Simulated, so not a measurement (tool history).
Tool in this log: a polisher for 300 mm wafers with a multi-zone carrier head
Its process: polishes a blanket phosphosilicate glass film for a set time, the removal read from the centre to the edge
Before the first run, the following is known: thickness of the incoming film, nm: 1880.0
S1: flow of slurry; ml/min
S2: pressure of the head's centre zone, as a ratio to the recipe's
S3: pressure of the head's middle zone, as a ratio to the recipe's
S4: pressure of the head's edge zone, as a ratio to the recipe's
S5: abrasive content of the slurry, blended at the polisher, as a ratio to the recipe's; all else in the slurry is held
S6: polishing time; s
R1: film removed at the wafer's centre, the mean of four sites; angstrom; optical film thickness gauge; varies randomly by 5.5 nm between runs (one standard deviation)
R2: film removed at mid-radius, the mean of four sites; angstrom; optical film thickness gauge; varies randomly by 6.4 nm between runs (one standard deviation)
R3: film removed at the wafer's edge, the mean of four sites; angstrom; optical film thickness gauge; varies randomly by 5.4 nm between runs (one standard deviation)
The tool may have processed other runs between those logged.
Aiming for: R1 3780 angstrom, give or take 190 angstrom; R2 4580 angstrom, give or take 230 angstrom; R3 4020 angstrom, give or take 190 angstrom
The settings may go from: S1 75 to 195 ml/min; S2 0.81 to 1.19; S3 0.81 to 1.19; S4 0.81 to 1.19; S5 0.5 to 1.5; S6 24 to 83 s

Run 1, hour 0: S1 125 ml/min, S2 1, S3 1, S4 1, S5 1, S6 53 s. Result: R1 2530.7 angstrom, R2 2587 angstrom, R3 2598.3 angstrom.
Run 2, hour 3.2: S1 125 ml/min, S2 1, S3 1, S4 0.96, S5 1, S6 53 s. Result: R1 2564.2 angstrom, R2 2615.4 angstrom, R3 2634.2 angstrom.
Run 3, hour 10.4: S1 100 ml/min, S2 1, S3 1, S4 0.96, S5 1, S6 53 s. Result: R1 2465.3 angstrom, R2 2541.8 angstrom, R3 2495.5 angstrom.
Run 4, hour 16.1: S1 100 ml/min, S2 1, S3 1, S4 0.96, S5 1, S6 41 s. Result: R1 1918.4 angstrom, R2 1913.6 angstrom, R3 1965 angstrom.
Run 5, hour 21.5: S1 110 ml/min, S2 0.99, S3 1.02, S4 0.96, S5 1.1, S6 44 s. Result: R1 2114.3 angstrom, R2 2197.6 angstrom, R3 2162.1 angstrom.
Run 6, hour 29.3: S1 115 ml/min, S2 0.98, S3 1.03, S4 0.97, S5 1.15, S6 47 s. Result: R1 2304.4 angstrom, R2 2357.4 angstrom, R3 2404.9 angstrom.
Run 7, hour 33.4: S1 120 ml/min, S2 0.97, S3 1.06, S4 0.95, S5 1.2, S6 50 s. Result: R1 2533.4 angstrom, R2 2688.5 angstrom, R3 2609.9 angstrom.
Run 8, hour 37: S1 125 ml/min, S2 0.96, S3 1.08, S4 0.95, S5 1.25, S6 52 s. Result: R1 2586.3 angstrom, R2 2875.3 angstrom, R3 2763.2 angstrom.
Run 9, hour 42: S1 130 ml/min, S2 0.96, S3 1.1, S4 0.95, S5 1.3, S6 54 s. Result: R1 2730.4 angstrom, R2 3092.8 angstrom, R3 2963.9 angstrom.
Run 10, hour 47.7: S1 135 ml/min, S2 0.96, S3 1.11, S4 0.94, S5 1.35, S6 56 s. Result: R1 2940.4 angstrom, R2 3356.6 angstrom, R3 3017 angstrom.
Run 11, hour 55.8: S1 140 ml/min, S2 0.96, S3 1.12, S4 0.95, S5 1.35, S6 57 s. Result: R1 2993.7 angstrom, R2 3492.9 angstrom, R3 3128.3 angstrom.
Run 12, hour 57.1: S1 175 ml/min, S2 1, S3 1.19, S4 1.04, S5 1.5, S6 63 s. Result: R1 3724.3 angstrom, R2 4275.6 angstrom, R3 3746.7 angstrom.

5 next moves are on the table. One of them brings every result within its allowed miss. Which?
Run A, hour 58.4: S1 175 ml/min, S2 0.94, S3 1.01, S4 1.18, S5 1.5, S6 64 s. Result: R1 ?, R2 ?, R3 ?.
Run B, hour 58.4: S1 195 ml/min, S2 1.11, S3 1.19, S4 0.94, S5 1.5, S6 54 s. Result: R1 ?, R2 ?, R3 ?.
Run C, hour 58.4: S1 165 ml/min, S2 1, S3 0.98, S4 1.19, S5 1.5, S6 66 s. Result: R1 ?, R2 ?, R3 ?.
Run D, hour 58.4: S1 180 ml/min, S2 0.96, S3 1.19, S4 1.08, S5 1.4, S6 67 s. Result: R1 ?, R2 ?, R3 ?.
Run E, hour 58.4: S1 190 ml/min, S2 1.14, S3 1.19, S4 1.08, S5 0.85, S6 64 s. Result: R1 ?, R2 ?, R3 ?.

move      R1      R2      R3
   A  3550.1  3737.1  4092.8
   B  3609.6  3683.8  3223.4
   C  3855.8  3721.7  4207.5
   D  3738.7  4425.8    4066
   E  3636.4  3613.4  3315.8
A: the worst result of the last run now meets its target, but another is out of spec
B: the biggest miss grows against the last run
C: the worst result of the last run now meets its target, but another is out of spec
D: each result inside its tolerance
E: the biggest miss grows against the last run
Answer: D
